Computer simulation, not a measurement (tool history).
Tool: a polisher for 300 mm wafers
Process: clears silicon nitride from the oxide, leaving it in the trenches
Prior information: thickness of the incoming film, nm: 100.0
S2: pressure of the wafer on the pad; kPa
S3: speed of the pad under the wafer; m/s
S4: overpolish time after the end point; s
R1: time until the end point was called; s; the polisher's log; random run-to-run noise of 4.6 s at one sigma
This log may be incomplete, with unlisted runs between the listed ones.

run 1 day=0 | flow_of_slurry_(ml/min)=175 S2=14.5 S3=1.24 S4=14 | R1=116.19
run 2 day=0.35 | flow_of_slurry_(ml/min)=175 S2=16.5 S3=1.24 S4=14 | R1=103.01
run 3 day=0.417 | flow_of_slurry_(ml/min)=215 S2=16.5 S3=1.24 S4=14 | R1=99.283
run 4 day=0.729 | flow_of_slurry_(ml/min)=215 S2=16.5 S3=1.4 S4=14 | R1=88.3
run 5 day=1.038 | flow_of_slurry_(ml/min)=215 S2=16.5 S3=1.14 S4=14 | R1=106.35
run 6 day=1.142 | flow_of_slurry_(ml/min)=185 S2=16.5 S3=1.14 S4=14 | R1=107.27
run 7 day=1.267 | flow_of_slurry_(ml/min)=185 S2=13.8 S3=1.06 S4=14 | R1=135.27
run 8 day=1.546 | flow_of_slurry_(ml/min)=185 S2=11.7 S3=0.98 S4=14 | R1=169.37
run 9 day=1.583 | flow_of_slurry_(ml/min)=185 S2=7.6 S3=0.92 S4=14 | R1=277.19

What does the tool deliver on the next run?
run 10 day=1.767 | flow_of_slurry_(ml/min)=185 S2=8.3 S3=0.92 S4=14 | R1=?

Run 10 came out at R1 257.35 s.
